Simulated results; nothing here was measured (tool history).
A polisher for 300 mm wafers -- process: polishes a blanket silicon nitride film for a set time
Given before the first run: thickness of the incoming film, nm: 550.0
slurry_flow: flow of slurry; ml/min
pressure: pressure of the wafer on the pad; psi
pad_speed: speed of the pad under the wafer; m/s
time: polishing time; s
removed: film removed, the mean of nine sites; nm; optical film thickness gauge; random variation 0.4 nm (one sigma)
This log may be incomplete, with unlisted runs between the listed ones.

Run 1, day 0: slurry_flow 140 ml/min, pressure 3.1 psi, pad_speed 1.04 m/s, time 64 s. Result: removed 94.633 nm.
Run 2, day 0.129: slurry_flow 130 ml/min, pressure 2.7 psi, pad_speed 1.04 m/s, time 64 s. Result: removed 82.623 nm.
Run 3, day 0.258: slurry_flow 105 ml/min, pressure 2.7 psi, pad_speed 1.04 m/s, time 64 s. Result: removed 79.08 nm.
Run 4, day 0.379: slurry_flow 100 ml/min, pressure 2.5 psi, pad_speed 1.04 m/s, time 64 s. Result: removed 71.914 nm.
Run 5, day 0.508: slurry_flow 95 ml/min, pressure 2.4 psi, pad_speed 1.04 m/s, time 64 s. Result: removed 69.61 nm.
Run 6, day 0.762: slurry_flow 95 ml/min, pressure 2.4 psi, pad_speed 1.04 m/s, time 64 s. Result: removed 69.496 nm.
Run 7, day 1.121: slurry_flow 90 ml/min, pressure 2.1 psi, pad_speed 1.04 m/s, time 64 s. Result: removed 60.182 nm.

For run 8, what comes out?
Run 8, day 1.454: slurry_flow 100 ml/min, pressure 2.1 psi, pad_speed 1.04 m/s, time 64 s. Result: removed ?.

Run 8 yielded removed 61.875 nm.
